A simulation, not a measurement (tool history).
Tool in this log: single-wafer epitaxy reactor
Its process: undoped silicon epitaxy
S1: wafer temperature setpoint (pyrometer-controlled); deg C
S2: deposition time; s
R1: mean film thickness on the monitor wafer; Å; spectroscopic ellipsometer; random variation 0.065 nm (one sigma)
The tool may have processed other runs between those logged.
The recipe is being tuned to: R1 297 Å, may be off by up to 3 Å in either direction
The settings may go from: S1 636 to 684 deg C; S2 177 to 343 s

run 1 hour=0 | S1=660 S2=260 | R1=502.8
run 2 hour=7.9 | S1=656 S2=259 | R1=457.21
run 3 hour=14.1 | S1=656 S2=296 | R1=522.06
run 4 hour=22 | S1=656 S2=326 | R1=573.44
run 5 hour=27.7 | S1=647 S2=326 | R1=468.36
run 6 hour=35.3 | S1=647 S2=291 | R1=418.47
run 7 hour=42.8 | S1=645 S2=286 | R1=392.94
-- hour=45.6 pyrometer calibrated
run 8 hour=45.6 | S1=643 S2=282 | R1=418.16
run 9 hour=52.5 | S1=642 S2=264 | R1=382.65
run 10 hour=61.5 | S1=641 S2=250 | R1=354.38
run 11 hour=67.7 | S1=640 S2=244 | R1=336.99
run 12 hour=70.7 | S1=639 S2=241 | R1=325.97

Exactly one of the 4 candidate moves below puts every result within its allowed miss. Which one?
run A hour=73.7 | S1=636 S2=242 | R1=?
run B hour=73.7 | S1=642 S2=210 | R1=?
run C hour=73.7 | S1=636 S2=235 | R1=?
run D hour=73.7 | S1=636 S2=240 | R1=?

move=A R1=304.26
move=B R1=303.32
move=C R1=295.46
move=D R1=301.74
A: better than the last run, though not everything is in spec
B: better than the last run, though not everything is in spec
C: hits every target within its allowed miss
D: better than the last run, though not everything is in spec
Answer: C
